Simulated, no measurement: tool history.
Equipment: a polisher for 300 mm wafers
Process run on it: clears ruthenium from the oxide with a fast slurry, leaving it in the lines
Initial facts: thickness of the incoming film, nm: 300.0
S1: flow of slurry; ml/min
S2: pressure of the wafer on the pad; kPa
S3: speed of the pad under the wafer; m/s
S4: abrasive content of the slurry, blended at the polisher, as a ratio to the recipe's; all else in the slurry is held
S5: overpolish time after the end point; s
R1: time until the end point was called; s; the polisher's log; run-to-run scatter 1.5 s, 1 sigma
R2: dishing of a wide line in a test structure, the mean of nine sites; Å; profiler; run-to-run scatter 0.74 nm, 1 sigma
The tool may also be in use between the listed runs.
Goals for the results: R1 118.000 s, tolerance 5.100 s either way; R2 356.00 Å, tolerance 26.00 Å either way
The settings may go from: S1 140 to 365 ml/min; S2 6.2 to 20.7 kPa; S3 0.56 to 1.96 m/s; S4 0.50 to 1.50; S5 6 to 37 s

run	day	S1	S2	S3	S4	S5	R1	R2
1	0.000	235	13.1	1.26	1.00	19	88.634	528.86
2	0.292	235	13.1	1.26	1.20	19	80.649	573.63
3	0.525	235	15.2	1.26	1.20	19	70.950	600.93
4	0.579	235	15.2	1.26	1.20	25	70.304	781.59
5	0.779	235	14.5	1.24	1.20	23	75.617	696.56
6	0.954	235	13.8	1.24	1.20	22	79.403	663.69
7	1.112	235	13.1	1.22	1.20	21	82.708	610.09
8	1.242	235	12.4	1.20	1.20	20	86.897	540.23
9	1.583	235	11.7	1.20	1.20	20	92.428	537.05
10	1.875	235	11.0	1.20	1.20	19	93.158	486.11
11	1.921	235	10.3	1.20	1.20	19	101.040	478.82
12	2.100	235	10.3	1.20	1.20	18	98.009	452.60
13	2.354	235	9.7	1.20	1.20	18	101.450	425.39
14	2.400	235	8.3	1.20	1.20	18	118.260	419.93

Which one of the following 4 next-run settings gets every result inside its allowed miss? There is exactly one.
A	2.446	275	7.6	1.22	1.25	20	?	?
B	2.446	220	9.7	0.88	1.20	23	?	?
C	2.446	215	9.7	1.00	1.25	20	?	?
D	2.446	225	8.3	1.12	1.25	16	?	?

move	R1	R2
A	116.460	428.77
B	127.210	448.33
C	115.290	432.53
D	118.560	346.45
A: further off than the last run
B: further off than the last run
C: further off than the last run
D: each result inside its tolerance
Correct choice: D, which meets every target
